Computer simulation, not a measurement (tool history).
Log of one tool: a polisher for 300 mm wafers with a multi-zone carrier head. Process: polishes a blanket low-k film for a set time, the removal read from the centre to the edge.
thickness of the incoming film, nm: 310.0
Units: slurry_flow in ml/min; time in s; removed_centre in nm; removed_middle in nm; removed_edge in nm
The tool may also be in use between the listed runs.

{"run": 1, "day": 0.0, "slurry_flow": 155, "centre_zone": 1.0, "middle_zone": 1.0, "edge_zone": 1.0, "slurry_solids": 1.0, "time": 53, "removed_centre": 19.085, "removed_middle": 19.136, "removed_edge": 19.76}
{"run": 2, "day": 0.229, "slurry_flow": 155, "centre_zone": 1.0, "middle_zone": 1.0, "edge_zone": 1.0, "slurry_solids": 0.9, "time": 53, "removed_centre": 17.561, "removed_middle": 18.0, "removed_edge": 18.337}
{"run": 3, "day": 0.312, "slurry_flow": 155, "centre_zone": 1.0, "middle_zone": 1.0, "edge_zone": 0.93, "slurry_solids": 0.9, "time": 53, "removed_centre": 17.775, "removed_middle": 17.575, "removed_edge": 18.065}
{"run": 4, "day": 0.371, "slurry_flow": 155, "centre_zone": 1.02, "middle_zone": 1.03, "edge_zone": 0.9, "slurry_solids": 0.8, "time": 52, "removed_centre": 16.078, "removed_middle": 16.452, "removed_edge": 15.947}
{"run": 5, "day": 0.558, "slurry_flow": 155, "centre_zone": 0.95, "middle_zone": 1.03, "edge_zone": 0.9, "slurry_solids": 0.8, "time": 52, "removed_centre": 15.039, "removed_middle": 16.284, "removed_edge": 15.821}
{"run": 6, "day": 0.654, "slurry_flow": 150, "centre_zone": 0.98, "middle_zone": 1.03, "edge_zone": 0.87, "slurry_solids": 0.75, "time": 52, "removed_centre": 14.526, "removed_middle": 15.448, "removed_edge": 14.782}
{"run": 7, "day": 1.012, "slurry_flow": 140, "centre_zone": 1.01, "middle_zone": 1.03, "edge_zone": 0.85, "slurry_solids": 0.75, "time": 52, "removed_centre": 14.679, "removed_middle": 15.139, "removed_edge": 14.58}
{"run": 8, "day": 1.367, "slurry_flow": 140, "centre_zone": 1.01, "middle_zone": 1.03, "edge_zone": 0.85, "slurry_solids": 0.75, "time": 52, "removed_centre": 14.737, "removed_middle": 15.345, "removed_edge": 14.442}
{"run": 9, "day": 1.65, "slurry_flow": 130, "centre_zone": 1.02, "middle_zone": 1.02, "edge_zone": 0.84, "slurry_solids": 0.75, "time": 52, "removed_centre": 14.534, "removed_middle": 14.871, "removed_edge": 14.33}
{"run": 10, "day": 1.988, "slurry_flow": 125, "centre_zone": 1.04, "middle_zone": 1.03, "edge_zone": 0.83, "slurry_solids": 0.7, "time": 52, "removed_centre": 13.675, "removed_middle": 14.08, "removed_edge": 13.216}
{"run": 11, "day": 2.358, "slurry_flow": 125, "centre_zone": 1.05, "middle_zone": 1.03, "edge_zone": 0.82, "slurry_solids": 0.7, "time": 52, "removed_centre": 13.952, "removed_middle": 13.912, "removed_edge": 13.21}
{"run": 12, "day": 2.496, "slurry_flow": 120, "centre_zone": 1.05, "middle_zone": 1.03, "edge_zone": 0.82, "slurry_solids": 0.7, "time": 52, "removed_centre": 13.472, "removed_middle": 13.561, "removed_edge": 13.201}
{"run": 13, "day": 2.596, "slurry_flow": 120, "centre_zone": 1.06, "middle_zone": 1.04, "edge_zone": 0.82, "slurry_solids": 0.7, "time": 52, "removed_centre": 13.798, "removed_middle": 13.931, "removed_edge": 13.202}
{"run": 14, "day": 2.621, "slurry_flow": 120, "centre_zone": 1.07, "middle_zone": 1.04, "edge_zone": 0.82, "slurry_solids": 0.7, "time": 52, "removed_centre": 13.781, "removed_middle": 13.594, "removed_edge": 13.228}
{"run": 15, "day": 2.7, "slurry_flow": 125, "centre_zone": 1.08, "middle_zone": 1.06, "edge_zone": 0.82, "slurry_solids": 0.7, "time": 52, "removed_centre": 13.991, "removed_middle": 14.101, "removed_edge": 13.311}
{"run": 16, "day": 2.838, "slurry_flow": 105, "centre_zone": 1.1, "middle_zone": 1.07, "edge_zone": 0.81, "slurry_solids": 0.65, "time": 52, "removed_centre": 12.603, "removed_middle": 12.687, "removed_edge": 11.789}

Run 17 comes next. What will it give?
{"run": 17, "day": 2.908, "slurry_flow": 115, "centre_zone": 1.1, "middle_zone": 1.07, "edge_zone": 0.81, "slurry_solids": 0.65, "time": 52, "removed_centre": "?", "removed_middle": "?", "removed_edge": "?"}

{"run 17": {"removed_centre": 13.111, "removed_middle": 13.085, "removed_edge": 12.076}}

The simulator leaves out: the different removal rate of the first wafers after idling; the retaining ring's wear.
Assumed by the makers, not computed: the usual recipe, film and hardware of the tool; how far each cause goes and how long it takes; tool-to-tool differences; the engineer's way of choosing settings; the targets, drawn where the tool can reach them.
